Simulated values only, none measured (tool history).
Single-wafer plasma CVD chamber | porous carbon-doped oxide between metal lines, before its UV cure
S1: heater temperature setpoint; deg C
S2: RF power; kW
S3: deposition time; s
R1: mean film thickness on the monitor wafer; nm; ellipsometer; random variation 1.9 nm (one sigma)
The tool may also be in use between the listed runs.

run  hour   S1     S2    S3      R1
  1     0  295  0.665  49.9  305.81
  2   2.8  293   0.68    50  319.04
  3   5.4  293   0.68  51.5  329.23
  4   7.8  303   0.68  51.5  304.82
  5   8.4  303   0.68  51.5  306.88
  6  10.3  303  0.635  51.5  285.44
  7  17.3  300   0.64  51.5  290.16
  8  21.1  297  0.645  51.5  301.71
  9  23.1  285  0.715  51.5  364.82
 10  26.2  284  0.715  51.5  364.69
 11  28.5  283  0.715  51.5  368.52

Run 12 is up next; what results do you expect?
 12  37.1  282  0.715  51.5   ?

Run 12 yielded R1 368.73 nm.

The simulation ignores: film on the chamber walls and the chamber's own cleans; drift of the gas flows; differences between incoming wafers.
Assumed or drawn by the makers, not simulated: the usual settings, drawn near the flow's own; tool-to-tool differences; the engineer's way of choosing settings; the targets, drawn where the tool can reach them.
